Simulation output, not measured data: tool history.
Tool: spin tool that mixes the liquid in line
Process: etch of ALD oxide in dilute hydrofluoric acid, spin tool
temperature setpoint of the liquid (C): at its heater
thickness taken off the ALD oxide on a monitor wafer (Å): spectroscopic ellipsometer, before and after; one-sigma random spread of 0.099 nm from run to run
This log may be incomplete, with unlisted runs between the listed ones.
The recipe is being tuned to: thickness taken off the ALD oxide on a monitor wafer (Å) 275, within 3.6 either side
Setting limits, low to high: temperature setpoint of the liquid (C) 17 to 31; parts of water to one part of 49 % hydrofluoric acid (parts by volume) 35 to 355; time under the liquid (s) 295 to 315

| run | day | temperature setpoint of the liquid (C) | parts of water to one part of 49 % hydrofluoric acid (parts by volume) | time under the liquid (s) | thickness taken off the ALD oxide on a monitor wafer (Å) |
|---|---|---|---|---|---|
| 1 | 0 | 23 | 195 | 295 | 391.6 |
| 2 | 0.279 | 23 | 165 | 295 | 479.81 |
| 3 | 0.371 | 25.5 | 165 | 295 | 527.23 |
| 4 | 0.438 | 26.5 | 165 | 295 | 548.71 |
| 5 | 0.783 | 24 | 175 | 295 | 466.02 |
| 6 | 1.088 | 24 | 175 | 315 | 496.75 |
| 7 | 1.442 | 24 | 175 | 315 | 495.54 |
| 8 | 1.679 | 22.5 | 185 | 315 | 440.99 |
| 9 | 1.858 | 21 | 195 | 315 | 389.39 |
| 10 | 2.054 | 20 | 200 | 315 | 365.46 |
| 11 | 2.183 | 19.5 | 205 | 315 | 347.23 |
| 12 | 2.483 | 19 | 210 | 315 | 331.1 |
| 13 | 2.796 | 18.5 | 215 | 315 | 314.89 |
|  | 2.854 | thermometer replaced |
| 14 | 2.854 | 17 | 230 | 315 | 263.05 |
| 15 | 3.112 | 17.5 | 230 | 315 | 267.02 |
| 16 | 3.275 | 17.5 | 230 | 315 | 267.5 |

Which single option among these 4 for the next run brings every result within its allowed miss of target? Just one does.
| A | 3.438 | 17 | 225 | 310 | ? |
| B | 3.438 | 18 | 225 | 310 | ? |
| C | 3.438 | 17 | 225 | 300 | ? |
| D | 3.438 | 17 | 230 | 315 | ? |

| move | thickness taken off the ALD oxide on a monitor wafer (Å) |
|---|---|
| A | 266.29 |
| B | 276.92 |
| C | 257.7 |
| D | 263.53 |
A: lands further from the targets than the last run did
B: each result inside its tolerance
C: lands further from the targets than the last run did
D: lands further from the targets than the last run did
B is the move that brings every result within its allowed miss.
